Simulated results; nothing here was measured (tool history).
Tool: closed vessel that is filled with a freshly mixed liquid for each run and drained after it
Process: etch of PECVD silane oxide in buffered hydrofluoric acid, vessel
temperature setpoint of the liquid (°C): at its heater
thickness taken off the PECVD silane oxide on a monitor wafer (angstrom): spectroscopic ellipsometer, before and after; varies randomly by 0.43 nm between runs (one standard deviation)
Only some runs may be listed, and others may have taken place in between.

run  hour  temperature setpoint of the liquid (°C)  parts of 40 % ammonium fluoride to one part of 49 % hydrofluoric acid (parts by volume)  time in the liquid (s)  thickness taken off the PECVD silane oxide on a monitor wafer (angstrom)
  1     0                                       24                                                                                     15.5                      30                                                                    374.12
  2   7.9                                       24                                                                                     15.5                      30                                                                     379.8
  3  12.7                                     22.5                                                                                     15.5                      30                                                                    345.01
  4  17.6                                     22.5                                                                                       17                      30                                                                    318.74
  5  22.4                                       24                                                                                     16.5                      30                                                                    355.41
  6  26.1                                       24                                                                                     16.5                      30                                                                    352.85
  7    33                                       24                                                                                     16.5                      30                                                                    353.11

For run 8, what comes out?
  8    37                                     25.5                                                                                       16                      30                                                                         ?

Run 8 yielded thickness taken off the PECVD silane oxide on a monitor wafer (angstrom) 398.95.

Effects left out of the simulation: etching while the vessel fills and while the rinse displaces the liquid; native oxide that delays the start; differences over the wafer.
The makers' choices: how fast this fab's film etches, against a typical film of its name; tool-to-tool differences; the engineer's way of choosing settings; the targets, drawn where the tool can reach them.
